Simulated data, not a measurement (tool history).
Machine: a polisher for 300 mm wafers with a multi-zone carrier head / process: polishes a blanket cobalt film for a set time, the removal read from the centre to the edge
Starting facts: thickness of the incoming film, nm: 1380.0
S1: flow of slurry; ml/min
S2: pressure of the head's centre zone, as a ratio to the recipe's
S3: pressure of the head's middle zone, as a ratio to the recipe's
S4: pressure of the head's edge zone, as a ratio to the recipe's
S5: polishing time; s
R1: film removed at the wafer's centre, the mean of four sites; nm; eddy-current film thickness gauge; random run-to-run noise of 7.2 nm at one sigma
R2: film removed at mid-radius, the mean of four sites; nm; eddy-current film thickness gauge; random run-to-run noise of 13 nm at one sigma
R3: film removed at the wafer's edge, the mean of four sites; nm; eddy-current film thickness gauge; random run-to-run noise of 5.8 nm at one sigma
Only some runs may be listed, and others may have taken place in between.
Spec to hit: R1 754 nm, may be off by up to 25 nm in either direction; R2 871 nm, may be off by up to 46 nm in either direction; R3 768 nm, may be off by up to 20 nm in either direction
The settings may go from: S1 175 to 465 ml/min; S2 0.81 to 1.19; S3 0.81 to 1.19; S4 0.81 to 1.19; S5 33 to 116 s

run	hour	S1	S2	S3	S4	S5	R1	R2	R3
1	0	295	1	1	1	74	548.47	545.72	546.68
2	5.1	295	1	0.95	1	74	546.1	538.45	550.29
3	8.3	300	0.99	0.97	1	77	561.8	567.49	569.69
4	16.8	305	0.99	0.99	1	79	578.86	601.19	584.14
5	25.4	310	0.99	1	1.01	81	584.71	606.32	605.37
6	31	355	0.99	1	1.01	81	596.24	633.43	612.24
7	39.1	405	1.04	1.1	1.11	96	761.02	801.05	763.13
8	40.6	405	1.04	1.11	1.11	96	757.88	798.77	766.07

Below are 5 possible settings for the next run. Only one of them brings all results inside the allowed miss of their targets. Which is it?
A	42.1	340	1.06	1.04	1.11	97	?	?	?
B	42.1	345	1.05	1.07	1.15	96	?	?	?
C	42.1	415	1.05	1.04	1.14	100	?	?	?
D	42.1	300	0.89	1.19	0.9	114	?	?	?
E	42.1	420	0.99	1.17	1.05	99	?	?	?

move	R1	R2	R3
A	781.22	747.78	760.98
B	766.97	759.09	767.3
C	810.82	782.42	804.42
D	761.64	977.21	800.03
E	757.88	857.93	763.15
A: moves away from the targets compared with the last run
B: moves away from the targets compared with the last run
C: moves away from the targets compared with the last run
D: carries the result that was furthest off beyond its target, to the other side
E: meets every target
The move that meets every target is E.

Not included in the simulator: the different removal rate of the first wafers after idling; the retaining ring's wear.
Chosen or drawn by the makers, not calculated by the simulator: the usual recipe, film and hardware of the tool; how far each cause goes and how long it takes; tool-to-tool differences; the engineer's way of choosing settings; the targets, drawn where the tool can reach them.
